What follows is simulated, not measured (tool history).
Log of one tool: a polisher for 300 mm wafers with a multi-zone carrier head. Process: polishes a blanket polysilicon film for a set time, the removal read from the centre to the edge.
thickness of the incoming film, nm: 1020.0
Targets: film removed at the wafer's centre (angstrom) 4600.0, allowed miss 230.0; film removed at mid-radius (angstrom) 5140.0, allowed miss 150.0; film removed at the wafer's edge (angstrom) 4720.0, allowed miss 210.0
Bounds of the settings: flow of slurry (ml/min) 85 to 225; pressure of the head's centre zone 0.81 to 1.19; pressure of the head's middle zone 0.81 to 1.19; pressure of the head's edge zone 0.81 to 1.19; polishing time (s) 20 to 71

run    day  flow of slurry (ml/min)  pressure of the head's centre zone  pressure of the head's middle zone  pressure of the head's edge zone  polishing time (s)  film removed at the wafer's centre (angstrom)  film removed at mid-radius (angstrom)  film removed at the wafer's edge (angstrom)
  1  0.000                      145                                1.00                                1.00                              1.00                  45                                         3859.5                                 3770.5                                       3734.4
  2  0.117                      150                                1.00                                1.02                              1.02                  46                                         3920.4                                 3958.8                                       3837.7
  3  0.371                      155                                1.00                                1.03                              1.04                  47                                         3964.6                                 4059.5                                       4007.5
  4  0.600                      160                                1.01                                1.05                              1.05                  48                                         4068.6                                 4271.2                                       4044.1
  5  0.838                      165                                1.01                                1.06                              1.06                  49                                         4251.7                                 4393.7                                       4269.5
  6  0.933                      165                                1.01                                1.01                              1.06                  49                                         4324.8                                 4219.1                                       4259.8
  7  0.983                      205                                1.00                                1.11                              1.10                  51                                         4504.3                                 4969.7                                       4625.7
  8  1.242                      210                                1.00                                1.12                              1.11                  51                                         4541.7                                 4998.8                                       4635.7

4 next moves are on the table. One of them brings every result within its allowed miss. Which?
  A  1.500                      185                                0.98                                1.13                              1.07                  53                                              ?                                      ?                                            ?
  B  1.500                      205                                1.01                                1.10                              1.15                  49                                              ?                                      ?                                            ?
  C  1.500                      200                                1.02                                1.08                              1.15                  50                                              ?                                      ?                                            ?
  D  1.500                      215                                1.04                                1.05                              1.19                  50                                              ?                                      ?                                            ?

move  film removed at the wafer's centre (angstrom)  film removed at mid-radius (angstrom)  film removed at the wafer's edge (angstrom)
   A                                         4549.9                                 5081.6                                       4739.6
   B                                         4405.2                                 4655.7                                       4595.2
   C                                         4522.4                                 4661.0                                       4678.7
   D                                         4660.3                                 4593.5                                       4798.5
A: meets every target
B: further off than the last run
C: further off than the last run
D: further off than the last run
Answer: A
